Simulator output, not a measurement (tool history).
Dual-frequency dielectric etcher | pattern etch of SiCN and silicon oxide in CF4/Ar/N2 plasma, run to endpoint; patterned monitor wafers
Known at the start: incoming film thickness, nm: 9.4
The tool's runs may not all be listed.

| run | hour | source power (W) | bias power (W) | Ar flow (sccm) | CF4 flow (sccm) | endpoint time (s) |
|---|---|---|---|---|---|---|
| 1 | 0.0 | 340 | 68 | 108 | 67 | 14.522 |
| 2 | 1.8 | 320 | 67 | 108 | 67 | 15.235 |
| 3 | 7.1 | 350 | 67 | 108 | 67 | 14.138 |
| 4 | 8.9 | 320 | 66 | 108 | 67 | 15.116 |
| 5 | 14.4 | 300 | 65 | 109 | 67 | 16.126 |
| 6 | 21.9 | 300 | 70 | 109 | 67 | 15.830 |
| 7 | 25.3 | 280 | 69 | 109 | 67 | 16.607 |
| 8 | 26.9 | 270 | 68 | 109 | 67 | 16.919 |
| 9 | 28.3 | 260 | 67 | 109 | 67 | 17.271 |
| 10 | 34.9 | 250 | 66 | 109 | 67 | 17.992 |

The next listed run, before its measurement:
| 11 | 39.7 | 220 | 65 | 109 | 67 | ? |

{"run 11": {"endpoint time (s)": 19.856}}
